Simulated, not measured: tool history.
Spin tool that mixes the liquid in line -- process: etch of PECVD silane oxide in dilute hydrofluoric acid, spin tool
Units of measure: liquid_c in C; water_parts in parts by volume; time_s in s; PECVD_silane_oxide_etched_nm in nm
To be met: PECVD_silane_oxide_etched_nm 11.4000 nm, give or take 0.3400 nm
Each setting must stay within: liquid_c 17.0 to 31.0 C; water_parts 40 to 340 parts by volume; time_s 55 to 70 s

Run 1, hour 0.0: liquid_c 23.0 C, water_parts 190 parts by volume, time_s 70 s. Result: PECVD_silane_oxide_etched_nm 10.0000 nm.
Run 2, hour 8.0: liquid_c 23.0 C, water_parts 190 parts by volume, time_s 55 s. Result: PECVD_silane_oxide_etched_nm 7.8213 nm.
Run 3, hour 11.0: liquid_c 24.0 C, water_parts 190 parts by volume, time_s 55 s. Result: PECVD_silane_oxide_etched_nm 8.1626 nm.
Run 4, hour 11.9: liquid_c 24.0 C, water_parts 185 parts by volume, time_s 55 s. Result: PECVD_silane_oxide_etched_nm 8.4161 nm.
Run 5, hour 15.5: liquid_c 24.0 C, water_parts 185 parts by volume, time_s 55 s. Result: PECVD_silane_oxide_etched_nm 8.4576 nm.
Run 6, hour 19.3: liquid_c 24.0 C, water_parts 180 parts by volume, time_s 55 s. Result: PECVD_silane_oxide_etched_nm 8.6910 nm.
Run 7, hour 24.7: liquid_c 24.0 C, water_parts 175 parts by volume, time_s 55 s. Result: PECVD_silane_oxide_etched_nm 9.1374 nm.
Run 8, hour 30.4: liquid_c 24.5 C, water_parts 170 parts by volume, time_s 55 s. Result: PECVD_silane_oxide_etched_nm 9.5331 nm.
Run 9, hour 39.4: liquid_c 25.0 C, water_parts 170 parts by volume, time_s 55 s. Result: PECVD_silane_oxide_etched_nm 9.7220 nm.
Run 10, hour 44.8: liquid_c 25.5 C, water_parts 170 parts by volume, time_s 55 s. Result: PECVD_silane_oxide_etched_nm 9.9553 nm.
Run 11, hour 49.6: liquid_c 26.0 C, water_parts 170 parts by volume, time_s 55 s. Result: PECVD_silane_oxide_etched_nm 10.1050 nm.
Run 12, hour 57.0: liquid_c 26.5 C, water_parts 170 parts by volume, time_s 55 s. Result: PECVD_silane_oxide_etched_nm 10.2200 nm.
Run 13, hour 65.5: liquid_c 27.0 C, water_parts 170 parts by volume, time_s 55 s. Result: PECVD_silane_oxide_etched_nm 10.4620 nm.
Run 14, hour 67.5: liquid_c 27.5 C, water_parts 170 parts by volume, time_s 55 s. Result: PECVD_silane_oxide_etched_nm 10.5100 nm.
Run 15, hour 73.5: liquid_c 28.0 C, water_parts 170 parts by volume, time_s 55 s. Result: PECVD_silane_oxide_etched_nm 10.9880 nm.
Run 16, hour 82.3: liquid_c 28.5 C, water_parts 170 parts by volume, time_s 55 s. Result: PECVD_silane_oxide_etched_nm 11.0250 nm.

Exercise: of the 5 proposed moves below, exactly one satisfies all targets within the stated allowed misses. Which move is it?
Run A, hour 91.1: liquid_c 26.5 C, water_parts 190 parts by volume, time_s 65 s. Result: PECVD_silane_oxide_etched_nm ?.
Run B, hour 91.1: liquid_c 26.0 C, water_parts 160 parts by volume, time_s 55 s. Result: PECVD_silane_oxide_etched_nm ?.
Run C, hour 91.1: liquid_c 26.0 C, water_parts 145 parts by volume, time_s 55 s. Result: PECVD_silane_oxide_etched_nm ?.
Run D, hour 91.1: liquid_c 30.5 C, water_parts 175 parts by volume, time_s 55 s. Result: PECVD_silane_oxide_etched_nm ?.
Run E, hour 91.1: liquid_c 27.5 C, water_parts 150 parts by volume, time_s 55 s. Result: PECVD_silane_oxide_etched_nm ?.

move  PECVD_silane_oxide_etched_nm
   A                       10.6950
   B                       10.9270
   C                       12.2750
   D                       11.5380
   E                       12.4710
A: the biggest miss grows against the last run
B: the biggest miss grows against the last run
C: takes the result that was furthest off past its target
D: meets every target
E: takes the result that was furthest off past its target
Move D is the one to make.
